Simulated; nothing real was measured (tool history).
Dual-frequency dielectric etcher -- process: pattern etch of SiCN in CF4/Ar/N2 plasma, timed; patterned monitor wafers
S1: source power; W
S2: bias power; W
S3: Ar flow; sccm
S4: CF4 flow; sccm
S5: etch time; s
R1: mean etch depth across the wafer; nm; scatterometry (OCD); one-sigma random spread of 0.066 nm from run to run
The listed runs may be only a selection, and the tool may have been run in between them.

run 1 hour=0 | S1=530 S2=66 S3=114 S4=68 S5=39.5 | R1=38.509
run 2 hour=5.6 | S1=530 S2=66 S3=97 S4=68 S5=39.5 | R1=39.574
run 3 hour=6.7 | S1=530 S2=66 S3=97 S4=68 S5=36.5 | R1=36.529
run 4 hour=7.4 | S1=500 S2=64 S3=98 S4=67 S5=36.5 | R1=33.755
run 5 hour=9.3 | S1=500 S2=64 S3=98 S4=76 S5=36.5 | R1=34.612
run 6 hour=17.4 | S1=470 S2=64 S3=98 S4=76 S5=36.5 | R1=32.416

Run 7 is up next; what results do you expect?
run 7 hour=19.4 | S1=450 S2=64 S3=98 S4=76 S5=36.5 | R1=?

{"run 7": {"R1": 30.813}}
